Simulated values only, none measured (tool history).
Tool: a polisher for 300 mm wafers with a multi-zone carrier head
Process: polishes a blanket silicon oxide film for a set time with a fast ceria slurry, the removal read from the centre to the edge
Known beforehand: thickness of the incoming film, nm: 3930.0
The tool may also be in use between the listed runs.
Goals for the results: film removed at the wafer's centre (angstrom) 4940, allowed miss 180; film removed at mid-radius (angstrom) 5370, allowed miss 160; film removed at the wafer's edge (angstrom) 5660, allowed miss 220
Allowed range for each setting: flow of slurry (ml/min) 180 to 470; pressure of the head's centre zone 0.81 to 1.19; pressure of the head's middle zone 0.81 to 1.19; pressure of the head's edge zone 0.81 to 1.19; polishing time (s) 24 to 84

run,hour,flow of slurry (ml/min),pressure of the head's centre zone,pressure of the head's middle zone,pressure of the head's edge zone,polishing time (s),film removed at the wafer's centre (angstrom),film removed at mid-radius (angstrom),film removed at the wafer's edge (angstrom)
1,0,300,1,1,1,54,8371.1,8252.1,8266.2
2,2.2,300,1,1,1,44,7012.7,6819.8,6716.2
3,5.7,290,0.96,0.98,1,43,6591,6429.4,6531.4
4,11.7,290,1,0.98,1,43,6826.7,6389.7,6538.7
5,15.8,290,1,0.98,1.08,43,6744.2,6463.5,6839.2
6,17.8,290,1,0.98,1.12,43,6823,6343.4,6902.8
7,19.5,285,0.96,0.98,1.1,42,6335.8,6282.5,6804.1
8,23.3,285,0.87,0.93,1,33,4394.5,4772.3,5027.7
9,28,290,0.88,0.94,1.02,33,4653.6,4783.5,5078.8
10,36.6,285,0.88,0.96,1.04,33,4507.7,4791.8,5082.8
11,42,290,0.88,0.98,1.06,33,4566.8,4871.1,5166.3
12,45.2,290,0.88,1,1.08,33,4657.4,5049.8,5208.7
13,50.5,290,0.88,1,1.08,33,4573.5,5100.2,5159.2
14,57.8,290,0.89,1,1.1,33,4638.2,5011.4,5366.6
15,64.1,295,0.9,1.01,1.11,33,4705.3,5008.1,5177.5
16,70.4,295,0.9,1.01,1.11,33,4627.8,5035.1,5307.5
17,79.1,295,0.91,1.02,1.12,33,4826.4,5108.5,5373
18,83.5,295,0.91,1.03,1.13,33,4674.8,5090.7,5418.5
19,84.9,295,0.92,1.04,1.13,33,4819,5116.2,5263.8
20,93.6,295,0.92,1.04,1.14,33,4747.1,5125.6,5469.4
21,97.5,295,0.93,1.05,1.14,33,4864.5,5156.1,5202
22,102.5,300,0.93,1.05,1.15,33,4791.6,5225.8,5422.1
23,108.6,305,0.93,1.05,1.16,33,4824.3,5231.1,5378.2

5 next moves are on the table. One of them brings every result within its allowed miss. Which?
A,114.7,445,0.95,1.16,1.09,31,?,?,?
B,114.7,195,0.94,1.07,1.19,35,?,?,?
C,114.7,285,0.96,1.09,1.1,33,?,?,?
D,114.7,230,0.85,0.99,1.19,35,?,?,?
E,114.7,370,1,1.16,1.02,31,?,?,?

move,film removed at the wafer's centre (angstrom),film removed at mid-radius (angstrom),film removed at the wafer's edge (angstrom)
A,4838,5515.3,5099.8
B,4914.6,5362.4,5652.6
C,4993.2,5383,5304.2
D,4553.9,5168.3,5756.5
E,5020,5440.6,4883.6
A: misses by more than the last run did
B: hits every target within its allowed miss
C: misses by more than the last run did
D: meets the target for the result that was furthest off, but another lies outside its allowed miss
E: misses by more than the last run did
Correct choice: B, which meets every target

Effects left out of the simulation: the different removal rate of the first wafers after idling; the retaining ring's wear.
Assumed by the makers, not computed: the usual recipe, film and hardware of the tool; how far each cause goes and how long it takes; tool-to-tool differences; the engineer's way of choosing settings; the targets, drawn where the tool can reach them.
